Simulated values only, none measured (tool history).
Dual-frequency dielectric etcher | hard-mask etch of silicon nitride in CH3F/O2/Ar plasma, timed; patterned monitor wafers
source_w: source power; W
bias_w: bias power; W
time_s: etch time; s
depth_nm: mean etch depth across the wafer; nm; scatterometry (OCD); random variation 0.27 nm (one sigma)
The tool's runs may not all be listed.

run  hour  source_w  bias_w  time_s  depth_nm
  1     0       480      63    77.5    56.969
  2   6.6       500      63    77.5    57.368
  3  15.5       500      63    70.5    52.265
  4  24.4       500      63    70.5    52.368
  5  26.3       460      63    70.5     51.22
  6  33.2       410      63    70.5     49.64
  7  35.6       460      66    70.5    52.689
  8  36.8       500      68    70.5    53.951

Run 9 comes next. What will it give?
  9  43.8       600      81      73         ?

{"run 9": {"depth_nm": 64.378}}
